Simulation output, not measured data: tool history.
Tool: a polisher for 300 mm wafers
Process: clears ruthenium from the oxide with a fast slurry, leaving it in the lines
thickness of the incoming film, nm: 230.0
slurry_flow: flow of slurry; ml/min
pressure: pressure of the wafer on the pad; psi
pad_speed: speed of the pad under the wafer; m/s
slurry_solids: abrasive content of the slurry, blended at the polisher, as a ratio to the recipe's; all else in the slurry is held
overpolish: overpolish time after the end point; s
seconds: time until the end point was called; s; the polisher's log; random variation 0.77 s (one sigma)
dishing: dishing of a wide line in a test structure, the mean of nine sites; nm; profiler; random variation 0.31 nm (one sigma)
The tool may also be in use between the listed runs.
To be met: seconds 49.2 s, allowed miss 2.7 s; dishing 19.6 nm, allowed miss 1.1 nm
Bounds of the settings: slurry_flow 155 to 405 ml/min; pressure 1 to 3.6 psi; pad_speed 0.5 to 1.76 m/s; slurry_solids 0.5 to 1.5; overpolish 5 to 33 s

{"run": 1, "hour": 0.0, "slurry_flow": 260, "pressure": 2.3, "pad_speed": 1.12, "slurry_solids": 1, "overpolish": 17, "seconds": 56.795, "dishing": 51.852}
{"run": 2, "hour": 5.6, "slurry_flow": 260, "pressure": 2.3, "pad_speed": 1.12, "slurry_solids": 1, "overpolish": 16, "seconds": 57.547, "dishing": 49.015}
{"run": 3, "hour": 12.7, "slurry_flow": 260, "pressure": 2.3, "pad_speed": 1.12, "slurry_solids": 1, "overpolish": 15, "seconds": 58.519, "dishing": 46.189}
{"run": 4, "hour": 13.7, "slurry_flow": 260, "pressure": 2.3, "pad_speed": 0.92, "slurry_solids": 1, "overpolish": 15, "seconds": 70.688, "dishing": 38.851}
{"run": 5, "hour": 18.3, "slurry_flow": 265, "pressure": 2.3, "pad_speed": 0.9, "slurry_solids": 1.05, "overpolish": 14, "seconds": 67.566, "dishing": 36.504}
{"run": 6, "hour": 22.5, "slurry_flow": 265, "pressure": 2.3, "pad_speed": 0.9, "slurry_solids": 0.9, "overpolish": 14, "seconds": 76.59, "dishing": 34.052}
{"run": 7, "hour": 27.2, "slurry_flow": 280, "pressure": 2.3, "pad_speed": 0.86, "slurry_solids": 0.95, "overpolish": 13, "seconds": 78.439, "dishing": 32.13}
{"run": 8, "hour": 33.2, "slurry_flow": 265, "pressure": 2.4, "pad_speed": 0.82, "slurry_solids": 1, "overpolish": 12, "seconds": 73.984, "dishing": 30.996}
{"run": 9, "hour": 39.8, "slurry_flow": 255, "pressure": 2.5, "pad_speed": 0.78, "slurry_solids": 1.05, "overpolish": 11, "seconds": 73.347, "dishing": 28.058}
{"run": 10, "hour": 46.1, "slurry_flow": 245, "pressure": 2.6, "pad_speed": 0.74, "slurry_solids": 1.1, "overpolish": 10, "seconds": 74.583, "dishing": 26.38}
{"run": 11, "hour": 47.4, "slurry_flow": 235, "pressure": 2.7, "pad_speed": 0.72, "slurry_solids": 1.15, "overpolish": 9, "seconds": 72.35, "dishing": 24.004}
{"run": 12, "hour": 48.8, "slurry_flow": 165, "pressure": 3.3, "pad_speed": 0.58, "slurry_solids": 1.4, "overpolish": 5, "seconds": 69.989, "dishing": 14.257}
{"run": 13, "hour": 54.6, "slurry_flow": 165, "pressure": 3.3, "pad_speed": 0.58, "slurry_solids": 1.4, "overpolish": 5, "seconds": 68.061, "dishing": 14.151}
{"run": 14, "hour": 57.8, "slurry_flow": 175, "pressure": 3.3, "pad_speed": 0.6, "slurry_solids": 1.4, "overpolish": 5, "seconds": 64.474, "dishing": 14.619}
{"run": 15, "hour": 64.5, "slurry_flow": 240, "pressure": 3.6, "pad_speed": 0.7, "slurry_solids": 1.4, "overpolish": 7, "seconds": 49.186, "dishing": 25.896}
{"run": 16, "hour": 73.0, "slurry_flow": 235, "pressure": 3.6, "pad_speed": 0.7, "slurry_solids": 1.4, "overpolish": 7, "seconds": 49.93, "dishing": 26.231}
{"run": 17, "hour": 81.5, "slurry_flow": 230, "pressure": 3.6, "pad_speed": 0.7, "slurry_solids": 1.4, "overpolish": 7, "seconds": 51.276, "dishing": 26.264}
{"run": 18, "hour": 82.6, "slurry_flow": 220, "pressure": 3.6, "pad_speed": 0.72, "slurry_solids": 1.4, "overpolish": 7, "seconds": 49.582, "dishing": 27.5}
{"run": 19, "hour": 89.1, "slurry_flow": 290, "pressure": 3.5, "pad_speed": 0.62, "slurry_solids": 1.5, "overpolish": 5, "seconds": 53.399, "dishing": 17.823}

4 next moves are on the table. One of them brings every result within its allowed miss. Which?
{"run": "A", "hour": 95.6, "slurry_flow": 290, "pressure": 3.6, "pad_speed": 0.68, "slurry_solids": 1.5, "overpolish": 5, "seconds": "?", "dishing": "?"}
{"run": "B", "hour": 95.6, "slurry_flow": 360, "pressure": 3.6, "pad_speed": 0.52, "slurry_solids": 1.5, "overpolish": 5, "seconds": "?", "dishing": "?"}
{"run": "C", "hour": 95.6, "slurry_flow": 270, "pressure": 3.5, "pad_speed": 0.62, "slurry_solids": 1.5, "overpolish": 5, "seconds": "?", "dishing": "?"}
{"run": "D", "hour": 95.6, "slurry_flow": 250, "pressure": 2.8, "pad_speed": 0.74, "slurry_solids": 1.5, "overpolish": 5, "seconds": "?", "dishing": "?"}

move=A seconds=49.448 dishing=19.418
move=B seconds=61.827 dishing=15.695
move=C seconds=55.714 dishing=17.336
move=D seconds=59.455 dishing=16.293
A: meets every target
B: further off than the last run
C: further off than the last run
D: further off than the last run
Answer: A
